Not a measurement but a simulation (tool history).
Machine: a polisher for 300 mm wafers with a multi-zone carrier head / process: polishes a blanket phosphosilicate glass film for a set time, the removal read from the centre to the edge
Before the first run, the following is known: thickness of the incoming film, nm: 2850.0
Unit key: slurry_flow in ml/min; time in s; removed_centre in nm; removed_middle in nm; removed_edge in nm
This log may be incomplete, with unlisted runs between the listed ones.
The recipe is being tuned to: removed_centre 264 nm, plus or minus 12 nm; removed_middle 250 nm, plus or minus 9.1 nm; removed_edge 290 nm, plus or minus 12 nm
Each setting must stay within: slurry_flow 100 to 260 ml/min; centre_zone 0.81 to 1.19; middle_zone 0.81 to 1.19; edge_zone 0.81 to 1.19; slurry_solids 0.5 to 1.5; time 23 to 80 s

run,hour,slurry_flow,centre_zone,middle_zone,edge_zone,slurry_solids,time,removed_centre,removed_middle,removed_edge
1,0,165,1,1,1,1,51,418.82,444.19,453.32
2,5.2,160,0.99,0.97,0.99,0.9,49,379.86,391.63,393.89
3,7.2,160,0.99,0.97,1.05,0.9,49,377.29,395.17,401.79
4,9.8,160,0.99,0.9,1.05,0.9,49,375.12,364.37,409.28
# hour 17.6: centre zone pressure recalibrated
5,17.6,150,0.98,0.88,1.05,0.8,48,350.32,326.93,370.52
6,25.1,145,0.95,0.87,1.05,0.75,48,315.2,305.42,343.9
7,28.3,140,0.94,0.86,1.04,0.75,48,317,301.59,347.38
8,32.4,135,0.92,0.84,1,0.5,45,197.8,186.84,210.58
9,36.8,140,0.94,0.85,1.04,0.5,45,199.12,194.21,217.83
10,39.9,140,0.96,0.85,1.06,0.55,45,229.08,207.53,245.09
11,48.7,190,0.96,0.95,1.16,0.5,45,222.33,219.4,240.26
12,51,185,0.96,0.94,1.16,0.55,45,248.54,241.73,271.26

Exactly one of the 4 candidate moves below puts every result within its allowed miss. Which one?
A,53.3,195,1.15,0.85,1.12,0.5,50,?,?,?
B,53.3,200,1.16,0.91,1.08,0.5,49,?,?,?
C,53.3,170,0.98,0.82,1.19,0.55,49,?,?,?
D,53.3,115,1.01,0.94,1.19,0.6,48,?,?,?

move,removed_centre,removed_middle,removed_edge
A,303.61,222.77,257.76
B,301.6,231.89,248.79
C,274.23,230.43,284.49
D,272.49,251.55,284.5
A: misses by more than the last run did
B: misses by more than the last run did
C: the worst result of the last run now meets its target, but another is out of spec
D: every result lands within tolerance
Go with D: it meets all targets.
